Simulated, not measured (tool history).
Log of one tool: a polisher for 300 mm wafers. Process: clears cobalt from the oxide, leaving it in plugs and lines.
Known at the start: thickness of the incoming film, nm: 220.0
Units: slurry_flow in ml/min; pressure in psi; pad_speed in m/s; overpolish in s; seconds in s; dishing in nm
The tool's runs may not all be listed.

run,hour,slurry_flow,pressure,pad_speed,overpolish,seconds,dishing
1,0,130,1.9,0.98,13,70.483,33.292
2,5.9,130,1.8,0.96,13,75.605,31.767
3,10.9,130,1.7,0.96,13,79.125,30.11
4,14.7,110,1.7,0.96,13,79.582,29.293
5,18.1,110,1.6,0.94,13,83.681,27.665
6,25.5,95,1.6,0.94,13,93.228,27.211
7,26.4,95,1.5,0.94,13,95.969,25.882

The next listed run, before its measurement:
8,30.5,95,1.4,0.94,13,?,?

seconds: 100.85 s
dishing: 24.617 nm
